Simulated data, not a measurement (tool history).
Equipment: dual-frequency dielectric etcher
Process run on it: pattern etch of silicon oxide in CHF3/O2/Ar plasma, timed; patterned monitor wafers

| run | hour | source power (kW) | bias power (kW) | etch time (s) | mean etch depth across the wafer (angstrom) |
|---|---|---|---|---|---|
| 1 | 0.0 | 0.890 | 0.170 | 343 | 8047.0 |
| 2 | 6.4 | 0.890 | 0.199 | 343 | 8404.1 |
| 3 | 13.5 | 0.910 | 0.200 | 343 | 8482.2 |
| 4 | 20.8 | 0.930 | 0.201 | 343 | 8535.0 |
| 5 | 25.1 | 0.930 | 0.179 | 343 | 8276.5 |
| 6 | 28.3 | 0.960 | 0.181 | 343 | 8454.5 |
| 7 | 29.9 | 0.980 | 0.182 | 343 | 8597.0 |

Run 8, settings as shown, results not yet in. Your forecast:
| 8 | 32.0 | 0.990 | 0.182 | 343 | ? |

mean etch depth across the wafer (angstrom): 8637.6

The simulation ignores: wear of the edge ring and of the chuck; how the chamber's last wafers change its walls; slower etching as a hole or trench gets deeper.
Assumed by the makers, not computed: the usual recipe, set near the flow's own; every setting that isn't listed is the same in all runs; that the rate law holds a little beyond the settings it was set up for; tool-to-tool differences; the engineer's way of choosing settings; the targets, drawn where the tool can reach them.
